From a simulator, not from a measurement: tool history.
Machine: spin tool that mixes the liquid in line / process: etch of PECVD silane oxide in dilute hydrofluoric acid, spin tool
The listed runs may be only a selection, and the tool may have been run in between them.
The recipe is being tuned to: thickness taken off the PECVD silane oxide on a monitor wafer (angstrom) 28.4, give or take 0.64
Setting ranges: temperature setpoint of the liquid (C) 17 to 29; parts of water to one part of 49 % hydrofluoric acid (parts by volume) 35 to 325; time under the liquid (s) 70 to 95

run	hour	temperature setpoint of the liquid (C)	parts of water to one part of 49 % hydrofluoric acid (parts by volume)	time under the liquid (s)	thickness taken off the PECVD silane oxide on a monitor wafer (angstrom)
1	0	21	180	95	68.884
2	5	21	180	70	50.958
3	11	21	180	95	69.392
4	16.8	21	120	95	109.94
5	19.6	21	170	95	73.925
6	26	21	170	70	54.415
7	32.7	20	185	70	47.366
8	40.6	19.5	195	70	43.511
9	42.8	19	205	70	40.745
# hour 47.2: hydrofluoric acid flow meter replaced
10	47.2	19	205	70	35.941
11	49.1	18.5	205	70	35.343
12	54.8	18.5	205	70	35.262
13	57.1	18	210	70	33.692
14	60.7	18	215	70	32.875
15	68.1	17.5	220	70	31.556
16	69.7	17	225	70	29.9

Which one of the following 4 next-run settings gets every result inside its allowed miss? There is exactly one.
A	71.3	17	260	75	?
B	71.3	17	235	70	?
C	71.3	17	230	75	?
D	71.3	17.5	280	95	?

move	thickness taken off the PECVD silane oxide on a monitor wafer (angstrom)
A	26.698
B	28.177
C	30.983
D	31.463
A: carries the result that was furthest off beyond its target, to the other side
B: each result inside its tolerance
C: the biggest miss grows against the last run
D: the biggest miss grows against the last run
B is the move that brings every result within its allowed miss.

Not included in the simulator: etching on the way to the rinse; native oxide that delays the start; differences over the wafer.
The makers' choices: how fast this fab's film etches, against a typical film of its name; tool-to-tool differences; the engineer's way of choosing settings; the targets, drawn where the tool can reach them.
